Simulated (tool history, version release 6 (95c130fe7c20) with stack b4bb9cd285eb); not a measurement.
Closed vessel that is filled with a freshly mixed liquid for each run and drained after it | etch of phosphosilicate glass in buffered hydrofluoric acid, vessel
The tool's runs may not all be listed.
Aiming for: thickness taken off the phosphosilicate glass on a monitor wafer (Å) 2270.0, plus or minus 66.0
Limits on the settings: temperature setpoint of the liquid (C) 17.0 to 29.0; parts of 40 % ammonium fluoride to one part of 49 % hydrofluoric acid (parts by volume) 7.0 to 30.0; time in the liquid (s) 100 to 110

run,day,temperature setpoint of the liquid (C),parts of 40 % ammonium fluoride to one part of 49 % hydrofluoric acid (parts by volume),time in the liquid (s),thickness taken off the phosphosilicate glass on a monitor wafer (Å)
1,0.000,21.0,19.0,100,1793.6
2,0.108,21.0,22.5,100,1565.0
3,0.417,19.0,22.5,100,1388.6
4,0.612,17.0,22.5,100,1216.2
5,0.825,17.0,20.5,100,1350.6
6,1.046,18.5,20.5,100,1460.7
7,1.408,19.5,20.5,100,1543.0
8,1.738,20.5,20.5,100,1637.0
9,1.983,21.5,20.5,100,1719.7
10,2.325,22.5,20.5,100,1845.0
11,2.600,23.0,20.5,100,1889.4
12,2.738,23.5,20.5,100,1929.9
13,2.850,24.0,20.5,100,1985.8
14,3.146,24.5,20.5,100,2040.8
15,3.275,25.0,20.5,100,2074.0
16,3.558,25.5,20.5,100,2156.6
# day 3.646: hydrofluoric acid flow meter replaced
17,3.646,25.5,20.5,100,1951.4

Exercise: of the 5 proposed moves below, exactly one satisfies all targets within the stated allowed misses. Which move is it?
A,3.733,28.0,24.0,105,?
B,3.733,25.5,19.0,110,?
C,3.733,26.5,20.5,100,?
D,3.733,25.5,21.0,110,?
E,3.733,26.0,20.0,105,?

move,thickness taken off the phosphosilicate glass on a monitor wafer (Å)
A,2104.7
B,2297.1
C,2060.4
D,2111.8
E,2141.7
A: nearer than the last run, and not there yet
B: all results in spec
C: nearer than the last run, and not there yet
D: nearer than the last run, and not there yet
E: nearer than the last run, and not there yet
The right move is B.
